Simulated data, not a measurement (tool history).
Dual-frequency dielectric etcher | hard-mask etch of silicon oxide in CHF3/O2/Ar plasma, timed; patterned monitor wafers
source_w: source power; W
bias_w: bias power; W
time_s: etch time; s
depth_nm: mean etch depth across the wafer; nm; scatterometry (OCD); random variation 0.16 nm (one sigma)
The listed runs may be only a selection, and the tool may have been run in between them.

run 1 hour=0 | source_w=580 bias_w=134 time_s=16 | depth_nm=29.063
run 2 hour=1.1 | source_w=680 bias_w=134 time_s=16 | depth_nm=30.672
run 3 hour=7.8 | source_w=590 bias_w=134 time_s=16 | depth_nm=29.034
run 4 hour=9.5 | source_w=560 bias_w=128 time_s=16 | depth_nm=27.794
run 5 hour=10.5 | source_w=530 bias_w=125 time_s=16 | depth_nm=27.295
run 6 hour=17.5 | source_w=530 bias_w=109 time_s=16 | depth_nm=25.748
run 7 hour=18.4 | source_w=510 bias_w=108 time_s=16 | depth_nm=25.227
run 8 hour=25.7 | source_w=500 bias_w=107 time_s=16 | depth_nm=25.383

Run 9 comes next. What will it give?
run 9 hour=32 | source_w=480 bias_w=106 time_s=16 | depth_nm=?

{"run 9": {"depth_nm": 24.948}}

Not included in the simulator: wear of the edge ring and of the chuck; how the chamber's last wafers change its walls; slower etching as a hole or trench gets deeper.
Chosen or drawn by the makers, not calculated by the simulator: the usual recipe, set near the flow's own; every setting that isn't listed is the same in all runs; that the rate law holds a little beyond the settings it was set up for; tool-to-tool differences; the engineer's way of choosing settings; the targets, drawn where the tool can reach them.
